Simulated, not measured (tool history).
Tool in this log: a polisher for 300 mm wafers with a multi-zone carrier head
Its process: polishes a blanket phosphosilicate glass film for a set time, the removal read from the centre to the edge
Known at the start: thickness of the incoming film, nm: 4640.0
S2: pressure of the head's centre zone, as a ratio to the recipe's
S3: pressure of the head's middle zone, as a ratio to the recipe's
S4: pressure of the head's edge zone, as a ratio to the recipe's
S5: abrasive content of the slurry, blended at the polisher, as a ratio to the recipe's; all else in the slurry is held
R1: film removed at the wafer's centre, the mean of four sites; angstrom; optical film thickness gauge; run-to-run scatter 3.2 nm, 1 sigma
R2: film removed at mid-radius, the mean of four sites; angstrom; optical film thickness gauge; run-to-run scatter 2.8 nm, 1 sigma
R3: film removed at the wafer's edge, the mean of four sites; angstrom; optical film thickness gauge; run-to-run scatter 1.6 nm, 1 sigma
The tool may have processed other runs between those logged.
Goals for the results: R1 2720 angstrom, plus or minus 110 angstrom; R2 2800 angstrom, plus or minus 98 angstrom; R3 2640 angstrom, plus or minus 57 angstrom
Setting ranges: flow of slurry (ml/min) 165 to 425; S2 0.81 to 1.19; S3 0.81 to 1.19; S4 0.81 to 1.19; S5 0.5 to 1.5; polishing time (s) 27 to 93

Run 1, hour 0: flow of slurry (ml/min) 275, S2 1, S3 1, S4 1, S5 1, polishing time (s) 59. Result: R1 4546 angstrom, R2 4288.8 angstrom, R3 4315.5 angstrom.
Run 2, hour 5.8: flow of slurry (ml/min) 275, S2 1, S3 1.04, S4 1, S5 1, polishing time (s) 59. Result: R1 4478.5 angstrom, R2 4478.7 angstrom, R3 4344.4 angstrom.
Run 3, hour 7.8: flow of slurry (ml/min) 275, S2 0.99, S3 1.03, S4 0.98, S5 0.95, polishing time (s) 58. Result: R1 4162.1 angstrom, R2 4199.4 angstrom, R3 4088.7 angstrom.
Run 4, hour 10.2: flow of slurry (ml/min) 275, S2 0.99, S3 1.03, S4 0.96, S5 0.9, polishing time (s) 57. Result: R1 4113.5 angstrom, R2 4021.2 angstrom, R3 3899.5 angstrom.
Run 5, hour 16.1: flow of slurry (ml/min) 275, S2 0.98, S3 1.03, S4 0.95, S5 0.85, polishing time (s) 56. Result: R1 3802.1 angstrom, R2 3789.8 angstrom, R3 3685.1 angstrom.
Run 6, hour 22.3: flow of slurry (ml/min) 275, S2 0.98, S3 1.03, S4 0.94, S5 0.8, polishing time (s) 56. Result: R1 3670.3 angstrom, R2 3612.9 angstrom, R3 3467.8 angstrom.
Run 7, hour 24.6: flow of slurry (ml/min) 275, S2 0.97, S3 1.03, S4 0.93, S5 0.75, polishing time (s) 56. Result: R1 3440.3 angstrom, R2 3529.9 angstrom, R3 3400.4 angstrom.
Run 8, hour 27.6: flow of slurry (ml/min) 275, S2 0.97, S3 1.03, S4 0.92, S5 0.7, polishing time (s) 56. Result: R1 3258.7 angstrom, R2 3369.1 angstrom, R3 3230.2 angstrom.
Run 9, hour 33.5: flow of slurry (ml/min) 275, S2 0.97, S3 1.03, S4 0.91, S5 0.7, polishing time (s) 56. Result: R1 3302.3 angstrom, R2 3422.8 angstrom, R3 3203 angstrom.
Run 10, hour 37.1: flow of slurry (ml/min) 275, S2 0.97, S3 1.02, S4 0.9, S5 0.7, polishing time (s) 56. Result: R1 3267.2 angstrom, R2 3338.3 angstrom, R3 3202.7 angstrom.
Run 11, hour 37.9: flow of slurry (ml/min) 275, S2 0.97, S3 1.02, S4 0.89, S5 0.7, polishing time (s) 56. Result: R1 3339.2 angstrom, R2 3338.1 angstrom, R3 3139 angstrom.
Run 12, hour 41.4: flow of slurry (ml/min) 275, S2 0.96, S3 1.01, S4 0.88, S5 0.7, polishing time (s) 56. Result: R1 3265.7 angstrom, R2 3298.9 angstrom, R3 3134.7 angstrom.
Run 13, hour 42.3: flow of slurry (ml/min) 275, S2 0.96, S3 1.01, S4 0.87, S5 0.7, polishing time (s) 56. Result: R1 3248.8 angstrom, R2 3342.3 angstrom, R3 3118.5 angstrom.
Run 14, hour 50.2: flow of slurry (ml/min) 275, S2 0.96, S3 1, S4 0.86, S5 0.7, polishing time (s) 56. Result: R1 3286.8 angstrom, R2 3255.8 angstrom, R3 3092.2 angstrom.
Run 15, hour 55.3: flow of slurry (ml/min) 275, S2 0.96, S3 1, S4 0.85, S5 0.7, polishing time (s) 56. Result: R1 3201.2 angstrom, R2 3289.1 angstrom, R3 3129.2 angstrom.
Run 16, hour 63.9: flow of slurry (ml/min) 265, S2 0.96, S3 0.99, S4 0.83, S5 0.6, polishing time (s) 56. Result: R1 2912.2 angstrom, R2 2886.8 angstrom, R3 2743.7 angstrom.
Run 17, hour 65.2: flow of slurry (ml/min) 260, S2 0.96, S3 0.99, S4 0.83, S5 0.6, polishing time (s) 56. Result: R1 2948.8 angstrom, R2 2919.2 angstrom, R3 2770.4 angstrom.
Run 18, hour 67.6: flow of slurry (ml/min) 255, S2 0.96, S3 0.99, S4 0.83, S5 0.6, polishing time (s) 56. Result: R1 2933.4 angstrom, R2 2939.1 angstrom, R3 2782.2 angstrom.
Run 19, hour 72.1: flow of slurry (ml/min) 235, S2 0.93, S3 0.98, S4 0.81, S5 0.5, polishing time (s) 56. Result: R1 2362.8 angstrom, R2 2480.4 angstrom, R3 2346.5 angstrom.
Run 20, hour 77.4: flow of slurry (ml/min) 245, S2 0.93, S3 0.98, S4 0.81, S5 0.5, polishing time (s) 56. Result: R1 2438.5 angstrom, R2 2504.6 angstrom, R3 2336.7 angstrom.

5 candidate next runs follow, results not yet known. Just one meets every target within its allowed miss. Identify it.
Run A, hour 82.7: flow of slurry (ml/min) 245, S2 0.9, S3 0.91, S4 0.86, S5 0.65, polishing time (s) 48. Result: R1 ?, R2 ?, R3 ?.
Run B, hour 82.7: flow of slurry (ml/min) 195, S2 0.95, S3 1, S4 0.84, S5 0.55, polishing time (s) 59. Result: R1 ?, R2 ?, R3 ?.
Run C, hour 82.7: flow of slurry (ml/min) 180, S2 0.81, S3 0.83, S4 0.96, S5 0.55, polishing time (s) 59. Result: R1 ?, R2 ?, R3 ?.
Run D, hour 82.7: flow of slurry (ml/min) 270, S2 1.05, S3 0.91, S4 0.81, S5 0.5, polishing time (s) 50. Result: R1 ?, R2 ?, R3 ?.
Run E, hour 82.7: flow of slurry (ml/min) 275, S2 0.92, S3 1.16, S4 0.81, S5 0.6, polishing time (s) 45. Result: R1 ?, R2 ?, R3 ?.

move      R1      R2      R3
   A  2460.7    2437    2540
   B  2723.8  2773.6  2664.6
   C  2278.3  2342.1  2808.8
   D  2493.9    2110  2136.8
   E  2269.4  2691.2  2208.6
A: closer than the last run, but not yet in spec
B: all results in spec
C: takes the result that was furthest off past its target
D: misses by more than the last run did
E: misses by more than the last run did
The move that meets every target is B.
